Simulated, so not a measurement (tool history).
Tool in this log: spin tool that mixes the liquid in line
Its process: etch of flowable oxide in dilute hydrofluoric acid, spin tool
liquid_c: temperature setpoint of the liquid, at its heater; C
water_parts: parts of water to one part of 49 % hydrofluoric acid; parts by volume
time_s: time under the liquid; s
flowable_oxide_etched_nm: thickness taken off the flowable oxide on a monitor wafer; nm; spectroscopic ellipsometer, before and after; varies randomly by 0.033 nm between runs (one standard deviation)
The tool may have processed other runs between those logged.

run,hour,liquid_c,water_parts,time_s,flowable_oxide_etched_nm
1,0,26,260,20,2.182
2,7.7,26,260,20,2.2381
3,12.8,28.5,230,20,2.8318
4,21.6,30,215,20,3.2635
# hour 26.4: thermometer replaced
5,26.4,27,215,20,3.0671
6,31.6,29,205,20,3.4333
7,35.7,30.5,200,20,3.7177

Predict the results of run 8:
8,39.7,31.5,195,20,?

{"run 8": {"flowable_oxide_etched_nm": 3.9842}}
